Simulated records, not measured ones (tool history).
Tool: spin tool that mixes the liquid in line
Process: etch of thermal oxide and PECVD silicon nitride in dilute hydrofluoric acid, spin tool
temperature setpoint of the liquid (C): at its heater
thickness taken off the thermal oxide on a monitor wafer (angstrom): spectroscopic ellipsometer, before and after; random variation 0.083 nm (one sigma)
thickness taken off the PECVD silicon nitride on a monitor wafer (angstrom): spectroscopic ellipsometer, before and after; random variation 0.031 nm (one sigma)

run	hour	temperature setpoint of the liquid (C)	parts of water to one part of 49 % hydrofluoric acid (parts by volume)	time under the liquid (s)	thickness taken off the thermal oxide on a monitor wafer (angstrom)	thickness taken off the PECVD silicon nitride on a monitor wafer (angstrom)
1	0	24	85	180	91.418	46.99
2	7.4	24	85	230	119.56	59.452
3	9.6	24	60	230	174.4	84.925
4	15.7	22.5	60	230	166.47	76.933
5	17.6	24.5	60	230	176.05	87.676
6	24.7	24.5	60	290	226.83	110.58

The next listed run, before its measurement:
7	27.4	24	75	290	?	?

{"run 7": {"thickness taken off the thermal oxide on a monitor wafer (angstrom)": 172.24, "thickness taken off the PECVD silicon nitride on a monitor wafer (angstrom)": 85.98}}
